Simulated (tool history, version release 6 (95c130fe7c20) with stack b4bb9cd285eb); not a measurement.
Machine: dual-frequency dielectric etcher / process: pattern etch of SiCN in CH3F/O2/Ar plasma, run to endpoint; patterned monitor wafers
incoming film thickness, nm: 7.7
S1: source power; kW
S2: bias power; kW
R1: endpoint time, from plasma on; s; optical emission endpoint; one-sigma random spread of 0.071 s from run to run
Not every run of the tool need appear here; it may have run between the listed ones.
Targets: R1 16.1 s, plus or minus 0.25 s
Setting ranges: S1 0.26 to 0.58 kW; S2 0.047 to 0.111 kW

| run | hour | S1 | S2 | R1 |
|---|---|---|---|---|
| 1 | 0 | 0.42 | 0.079 | 20.083 |
| 2 | 4 | 0.44 | 0.081 | 19.411 |
| 3 | 8.6 | 0.44 | 0.071 | 20.307 |
| 4 | 16.5 | 0.47 | 0.071 | 19.907 |
| 5 | 21.5 | 0.48 | 0.074 | 19.269 |
| 6 | 28.8 | 0.48 | 0.06 | 20.737 |
| 7 | 33.5 | 0.49 | 0.063 | 20.154 |
| 8 | 41.7 | 0.5 | 0.066 | 19.585 |
| 9 | 47.7 | 0.51 | 0.068 | 19.411 |
| 10 | 52.5 | 0.52 | 0.071 | 18.92 |
| 11 | 57.6 | 0.53 | 0.073 | 18.658 |
| 12 | 59.6 | 0.54 | 0.075 | 18.34 |
| 13 | 62.3 | 0.54 | 0.077 | 18.128 |
| 14 | 71.2 | 0.54 | 0.077 | 18.11 |
| 15 | 78.7 | 0.58 | 0.093 | 16.279 |
| 16 | 85.8 | 0.58 | 0.094 | 16.448 |

4 candidate next runs follow, results not yet known. Just one meets every target within its allowed miss. Identify it.
| A | 92.9 | 0.58 | 0.089 | ? |
| B | 92.9 | 0.58 | 0.097 | ? |
| C | 92.9 | 0.54 | 0.093 | ? |
| D | 92.9 | 0.57 | 0.093 | ? |

| move | R1 |
|---|---|
| A | 16.684 |
| B | 16.171 |
| C | 16.924 |
| D | 16.542 |
A: the biggest miss grows against the last run
B: all results in spec
C: the biggest miss grows against the last run
D: the biggest miss grows against the last run
Answer: B
